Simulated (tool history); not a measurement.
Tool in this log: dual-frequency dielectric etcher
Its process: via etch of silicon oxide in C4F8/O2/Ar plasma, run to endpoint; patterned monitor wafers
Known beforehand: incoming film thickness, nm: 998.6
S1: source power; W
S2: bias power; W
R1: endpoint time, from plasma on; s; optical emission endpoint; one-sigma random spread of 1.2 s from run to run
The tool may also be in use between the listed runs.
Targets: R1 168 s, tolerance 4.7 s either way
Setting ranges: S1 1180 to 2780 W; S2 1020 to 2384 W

run 1 hour=0 | S1=1980 S2=1702 | R1=196.93
run 2 hour=1.4 | S1=2090 S2=1740 | R1=191.83
run 3 hour=9.7 | S1=2310 S2=1740 | R1=186.11
run 4 hour=17.5 | S1=2380 S2=1788 | R1=184.74
run 5 hour=19.7 | S1=2450 S2=1854 | R1=177.21
run 6 hour=28.1 | S1=2490 S2=1870 | R1=177.79
run 7 hour=30.9 | S1=2530 S2=1897 | R1=174.92
run 8 hour=39.1 | S1=2530 S2=1897 | R1=175.62
run 9 hour=47 | S1=2560 S2=1916 | R1=173.04
run 10 hour=48.5 | S1=2580 S2=1926 | R1=173.24

Of the 4 settings listed for the next run, only one would bring every result within its allowed miss of target. Which one?
run A hour=50 | S1=2550 S2=2087 | R1=?
run B hour=50 | S1=2780 S2=1683 | R1=?
run C hour=50 | S1=2370 S2=1890 | R1=?
run D hour=50 | S1=2270 S2=1828 | R1=?

move=A R1=168.73
move=B R1=177.32
move=C R1=178.72
move=D R1=183.21
A: every result lands within tolerance
B: further off than the last run
C: further off than the last run
D: further off than the last run
A meets every target.

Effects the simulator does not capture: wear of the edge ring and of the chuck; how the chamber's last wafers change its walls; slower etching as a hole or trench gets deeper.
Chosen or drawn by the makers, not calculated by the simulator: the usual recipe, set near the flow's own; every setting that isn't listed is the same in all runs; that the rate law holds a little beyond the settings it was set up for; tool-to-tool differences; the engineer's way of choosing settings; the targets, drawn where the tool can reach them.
